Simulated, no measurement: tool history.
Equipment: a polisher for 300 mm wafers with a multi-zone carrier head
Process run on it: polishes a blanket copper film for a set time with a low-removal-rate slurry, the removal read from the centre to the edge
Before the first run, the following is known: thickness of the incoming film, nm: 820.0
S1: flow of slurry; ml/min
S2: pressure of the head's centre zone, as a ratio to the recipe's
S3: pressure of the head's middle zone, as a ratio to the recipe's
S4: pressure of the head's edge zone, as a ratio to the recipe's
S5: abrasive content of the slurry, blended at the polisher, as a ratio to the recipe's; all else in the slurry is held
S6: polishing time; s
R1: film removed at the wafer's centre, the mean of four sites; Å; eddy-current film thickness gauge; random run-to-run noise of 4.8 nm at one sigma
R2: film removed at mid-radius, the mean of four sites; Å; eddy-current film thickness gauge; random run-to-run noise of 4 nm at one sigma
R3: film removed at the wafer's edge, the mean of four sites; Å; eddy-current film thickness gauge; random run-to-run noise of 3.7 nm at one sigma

run,hour,S1,S2,S3,S4,S5,S6,R1,R2,R3
1,0,190,1,1,1,1,88,2900.5,2929.8,2938.5
2,3.5,195,1,1.01,1.04,1.15,91,3064.1,3079,3146.9
3,6.6,195,1.07,1.01,1.04,1.15,91,3367.9,3138.5,3223.9
4,11,195,1.07,1.01,1.04,1.15,105,3927.7,3595.5,3683.7
5,19.5,195,1.07,0.97,1.04,1.15,105,3905.9,3391.7,3656.4
6,25.6,195,1.07,0.97,1.04,1.25,105,3877.1,3590.8,3763.4
7,27,200,1.06,0.98,1.06,1.3,105,3865.2,3627.9,3792.8
8,35.9,205,1.05,0.99,1.09,1.35,105,3937.5,3601.6,3880.6
9,36.9,210,0.95,1.09,1.13,1.5,108,3774.1,4170.8,4118.4
10,39.4,210,0.95,1.09,1.13,1.5,108,3764.1,4124.2,4108

Run 11 has not been measured yet. What should we expect?
11,42.9,210,0.95,1.09,1.13,1.5,108,?,?,?

R1: 3731.6 Å
R2: 4250.1 Å
R3: 4139 Å
